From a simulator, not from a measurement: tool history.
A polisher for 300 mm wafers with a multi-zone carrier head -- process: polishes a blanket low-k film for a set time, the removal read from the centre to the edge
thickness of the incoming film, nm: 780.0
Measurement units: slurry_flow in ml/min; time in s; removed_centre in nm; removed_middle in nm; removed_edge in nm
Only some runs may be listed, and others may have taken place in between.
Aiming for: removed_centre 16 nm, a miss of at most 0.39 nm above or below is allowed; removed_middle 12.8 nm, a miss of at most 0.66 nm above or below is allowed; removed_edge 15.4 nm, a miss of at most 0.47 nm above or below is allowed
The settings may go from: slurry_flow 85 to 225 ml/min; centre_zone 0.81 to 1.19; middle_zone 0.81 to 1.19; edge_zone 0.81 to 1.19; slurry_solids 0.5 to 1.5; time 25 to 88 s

| run | day | slurry_flow | centre_zone | middle_zone | edge_zone | slurry_solids | time | removed_centre | removed_middle | removed_edge |
|---|---|---|---|---|---|---|---|---|---|---|
| 1 | 0 | 145 | 1 | 1 | 1 | 1 | 56 | 16.396 | 16.357 | 16.583 |
| 2 | 0.142 | 145 | 1 | 1 | 1.08 | 1 | 56 | 16.501 | 16.069 | 17.111 |
| 3 | 0.204 | 145 | 1 | 1.06 | 1.08 | 1 | 56 | 16.578 | 17.344 | 17.412 |
| 4 | 0.408 | 145 | 1 | 1.06 | 1.08 | 0.9 | 56 | 15.766 | 15.989 | 16.471 |
| 5 | 0.779 | 145 | 0.93 | 1.06 | 1.08 | 0.9 | 56 | 14.801 | 16.436 | 16.4 |
| 6 | 1.129 | 145 | 0.93 | 1.06 | 1.14 | 0.9 | 56 | 14.609 | 16.323 | 16.598 |
| 7 | 1.362 | 160 | 1.03 | 0.96 | 1.07 | 0.7 | 56 | 14.492 | 13.146 | 14.687 |
| 8 | 1.404 | 165 | 1.04 | 0.95 | 1.08 | 0.7 | 56 | 14.516 | 13.299 | 14.924 |
| 9 | 1.662 | 170 | 1.06 | 0.94 | 1.08 | 0.7 | 56 | 14.985 | 13.268 | 14.695 |
| 10 | 1.875 | 170 | 1.06 | 0.94 | 1.08 | 0.7 | 56 | 15.08 | 13.744 | 14.96 |
| 11 | 2.246 | 170 | 1.07 | 0.92 | 1.09 | 0.7 | 56 | 15.257 | 13.004 | 14.801 |
| 12 | 2.608 | 170 | 1.07 | 0.91 | 1.1 | 0.7 | 56 | 15.217 | 12.833 | 14.919 |

Of the 4 settings listed for the next run, only one would bring every result within its allowed miss of target. Which one?
| A | 2.971 | 215 | 1.11 | 0.87 | 1.02 | 0.75 | 53 | ? | ? | ? |
| B | 2.971 | 175 | 1.08 | 0.93 | 1.06 | 0.55 | 71 | ? | ? | ? |
| C | 2.971 | 170 | 1 | 0.9 | 1.13 | 0.6 | 60 | ? | ? | ? |
| D | 2.971 | 170 | 1.11 | 0.89 | 1.16 | 0.55 | 65 | ? | ? | ? |

| move | removed_centre | removed_middle | removed_edge |
|---|---|---|---|
| A | 16.28 | 12.937 | 14.636 |
| B | 17.368 | 15.043 | 16.519 |
| C | 14.194 | 12.941 | 15.103 |
| D | 16.259 | 13.215 | 15.789 |
A: the worst result of the last run now meets its target, but another is out of spec
B: carries the result that was furthest off beyond its target, to the other side
C: lands further from the targets than the last run did
D: each result inside its tolerance
Move D is the one to make.

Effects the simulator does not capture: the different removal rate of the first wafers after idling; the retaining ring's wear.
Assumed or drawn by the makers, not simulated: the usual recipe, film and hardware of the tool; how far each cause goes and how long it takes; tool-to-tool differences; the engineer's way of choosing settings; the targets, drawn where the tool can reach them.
